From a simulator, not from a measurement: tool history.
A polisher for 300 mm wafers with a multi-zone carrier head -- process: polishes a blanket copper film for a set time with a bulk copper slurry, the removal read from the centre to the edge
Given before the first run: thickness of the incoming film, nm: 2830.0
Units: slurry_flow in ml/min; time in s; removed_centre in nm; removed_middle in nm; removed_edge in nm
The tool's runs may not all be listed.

| run | hour | slurry_flow | centre_zone | middle_zone | edge_zone | slurry_solids | time | removed_centre | removed_middle | removed_edge |
|---|---|---|---|---|---|---|---|---|---|---|
| 1 | 0 | 130 | 1 | 1 | 1 | 1 | 75 | 432.76 | 428.14 | 450.82 |
| 2 | 2.7 | 125 | 0.99 | 0.99 | 1 | 1 | 75 | 418.76 | 421.73 | 448.98 |
| 3 | 7.2 | 125 | 0.99 | 0.91 | 1 | 1 | 75 | 420.67 | 405.31 | 447.25 |
| 4 | 12.8 | 125 | 0.99 | 0.91 | 1 | 1 | 58 | 327.59 | 313.76 | 349 |
| 5 | 18.8 | 125 | 1.02 | 0.91 | 1 | 1 | 58 | 329.17 | 310.82 | 347.4 |
| 6 | 27.3 | 125 | 1.02 | 0.91 | 1.08 | 1 | 58 | 332.59 | 310.85 | 359.47 |

What does the tool deliver on the next run?
| 7 | 29.9 | 135 | 1.01 | 0.92 | 1.09 | 1 | 58 | ? | ? | ? |

Run 7 came out at removed_centre 337.71 nm, removed_middle 318.39 nm, removed_edge 369.98 nm.

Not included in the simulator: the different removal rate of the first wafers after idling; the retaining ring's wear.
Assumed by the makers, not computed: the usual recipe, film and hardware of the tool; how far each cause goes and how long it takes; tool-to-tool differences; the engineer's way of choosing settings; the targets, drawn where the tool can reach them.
